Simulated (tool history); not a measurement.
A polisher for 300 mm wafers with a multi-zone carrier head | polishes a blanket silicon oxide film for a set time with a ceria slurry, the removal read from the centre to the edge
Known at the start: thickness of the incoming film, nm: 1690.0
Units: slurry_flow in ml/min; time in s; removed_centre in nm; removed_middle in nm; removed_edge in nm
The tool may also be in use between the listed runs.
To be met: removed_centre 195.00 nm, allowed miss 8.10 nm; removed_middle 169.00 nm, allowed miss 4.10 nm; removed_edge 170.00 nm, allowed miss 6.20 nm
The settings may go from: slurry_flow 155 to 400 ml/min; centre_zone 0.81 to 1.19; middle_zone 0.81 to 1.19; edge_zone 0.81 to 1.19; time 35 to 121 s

| run | day | slurry_flow | centre_zone | middle_zone | edge_zone | time | removed_centre | removed_middle | removed_edge |
|---|---|---|---|---|---|---|---|---|---|
| 1 | 0.000 | 255 | 1.00 | 1.00 | 1.00 | 78 | 240.29 | 229.84 | 235.75 |
| 2 | 0.046 | 255 | 1.01 | 0.98 | 0.95 | 72 | 226.89 | 212.20 | 211.28 |
| 3 | 0.321 | 255 | 0.95 | 0.98 | 0.95 | 72 | 212.80 | 207.50 | 207.95 |
| 4 | 0.571 | 255 | 0.95 | 0.92 | 0.95 | 72 | 208.61 | 201.88 | 215.19 |
| 5 | 0.921 | 255 | 1.02 | 0.92 | 0.95 | 72 | 220.20 | 200.62 | 209.55 |
| 6 | 1.146 | 245 | 1.03 | 0.90 | 0.91 | 69 | 217.26 | 187.18 | 197.52 |
| 7 | 1.488 | 240 | 1.02 | 0.90 | 0.88 | 67 | 206.21 | 181.30 | 186.52 |
| 8 | 1.550 | 225 | 1.02 | 0.89 | 0.86 | 66 | 204.18 | 175.76 | 180.80 |
| 9 | 1.625 | 215 | 1.01 | 0.89 | 0.84 | 66 | 198.66 | 173.74 | 179.34 |

4 next moves are on the table. One of them brings every result within its allowed miss. Which?
| A | 1.700 | 280 | 1.06 | 0.92 | 0.87 | 60 | ? | ? | ? |
| B | 1.700 | 245 | 1.14 | 0.88 | 0.81 | 63 | ? | ? | ? |
| C | 1.700 | 155 | 0.98 | 0.81 | 0.91 | 74 | ? | ? | ? |
| D | 1.700 | 195 | 1.11 | 0.90 | 0.82 | 60 | ? | ? | ? |

| move | removed_centre | removed_middle | removed_edge |
|---|---|---|---|
| A | 194.93 | 169.91 | 170.33 |
| B | 214.67 | 169.62 | 171.44 |
| C | 202.20 | 173.41 | 200.56 |
| D | 192.43 | 159.06 | 160.12 |
A: meets every target
B: brings the result that was furthest off to its target, and leaves another outside
C: further off than the last run
D: takes the result that was furthest off past its target
Answer: A

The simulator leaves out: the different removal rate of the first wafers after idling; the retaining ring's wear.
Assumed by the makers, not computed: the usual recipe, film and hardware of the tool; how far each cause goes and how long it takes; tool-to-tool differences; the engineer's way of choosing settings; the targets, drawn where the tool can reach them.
